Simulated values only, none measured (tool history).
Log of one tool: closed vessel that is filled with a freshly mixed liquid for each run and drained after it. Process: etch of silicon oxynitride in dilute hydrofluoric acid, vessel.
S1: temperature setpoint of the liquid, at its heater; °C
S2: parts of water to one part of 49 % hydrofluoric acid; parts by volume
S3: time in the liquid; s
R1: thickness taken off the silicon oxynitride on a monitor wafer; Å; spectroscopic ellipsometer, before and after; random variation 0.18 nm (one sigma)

| run | hour | S1 | S2 | S3 | R1 |
|---|---|---|---|---|---|
| 1 | 0.0 | 23.0 | 75 | 2950 | 588.22 |
| 2 | 3.0 | 21.5 | 80 | 2950 | 508.20 |
| 3 | 5.5 | 20.0 | 80 | 2950 | 470.32 |
| 4 | 7.3 | 23.5 | 80 | 2950 | 561.29 |
| 5 | 9.9 | 21.5 | 80 | 2950 | 506.65 |
| 6 | 17.1 | 20.0 | 80 | 2950 | 472.17 |

The next listed run, before its measurement:
| 7 | 26.1 | 19.0 | 80 | 2950 | ? |

R1: 452.43 Å

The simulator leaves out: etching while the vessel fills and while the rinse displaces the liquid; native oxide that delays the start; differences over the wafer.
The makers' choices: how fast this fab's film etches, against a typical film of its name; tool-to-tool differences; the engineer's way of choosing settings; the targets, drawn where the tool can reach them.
